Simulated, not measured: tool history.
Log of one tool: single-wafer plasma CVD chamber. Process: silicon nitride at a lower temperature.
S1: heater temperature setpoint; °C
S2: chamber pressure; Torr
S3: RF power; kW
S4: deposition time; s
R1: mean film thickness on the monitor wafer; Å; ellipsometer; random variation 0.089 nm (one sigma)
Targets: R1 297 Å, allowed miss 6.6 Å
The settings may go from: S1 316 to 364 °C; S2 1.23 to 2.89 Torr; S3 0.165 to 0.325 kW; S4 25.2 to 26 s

Run 1, hour 0: S1 340 °C, S2 2.06 Torr, S3 0.245 kW, S4 25.2 s. Result: R1 256.95 Å.
Run 2, hour 3.5: S1 340 °C, S2 2.26 Torr, S3 0.245 kW, S4 25.2 s. Result: R1 261.73 Å.
Run 3, hour 6.6: S1 340 °C, S2 1.93 Torr, S3 0.245 kW, S4 25.2 s. Result: R1 253.15 Å.
Run 4, hour 13.7: S1 340 °C, S2 2 Torr, S3 0.25 kW, S4 25.2 s. Result: R1 260.03 Å.
Run 5, hour 15.6: S1 340 °C, S2 2.05 Torr, S3 0.255 kW, S4 25.2 s. Result: R1 266.43 Å.
Run 6, hour 20.2: S1 340 °C, S2 2.11 Torr, S3 0.255 kW, S4 25.2 s. Result: R1 267.68 Å.
Run 7, hour 21.6: S1 340 °C, S2 2.17 Torr, S3 0.255 kW, S4 25.2 s. Result: R1 269.03 Å.
Run 8, hour 28.5: S1 340 °C, S2 2.22 Torr, S3 0.255 kW, S4 25.2 s. Result: R1 271.33 Å.
Run 9, hour 29.7: S1 340 °C, S2 2.27 Torr, S3 0.255 kW, S4 25.2 s. Result: R1 273.12 Å.

Which of these 5 next moves meets every target?
Run A, hour 30.9: S1 347 °C, S2 2.17 Torr, S3 0.24 kW, S4 25.2 s. Result: R1 ?.
Run B, hour 30.9: S1 343 °C, S2 2.46 Torr, S3 0.25 kW, S4 26 s. Result: R1 ?.
Run C, hour 30.9: S1 324 °C, S2 1.85 Torr, S3 0.3 kW, S4 25.3 s. Result: R1 ?.
Run D, hour 30.9: S1 344 °C, S2 2.02 Torr, S3 0.24 kW, S4 25.5 s. Result: R1 ?.
Run E, hour 30.9: S1 342 °C, S2 2.29 Torr, S3 0.26 kW, S4 25.6 s. Result: R1 ?.

move      R1
   A  255.26
   B  280.19
   C  298.33
   D  254.72
   E  280.63
A: further off than the last run
B: nearer than the last run, and not there yet
C: meets every target
D: further off than the last run
E: nearer than the last run, and not there yet
Move C is the one to make.

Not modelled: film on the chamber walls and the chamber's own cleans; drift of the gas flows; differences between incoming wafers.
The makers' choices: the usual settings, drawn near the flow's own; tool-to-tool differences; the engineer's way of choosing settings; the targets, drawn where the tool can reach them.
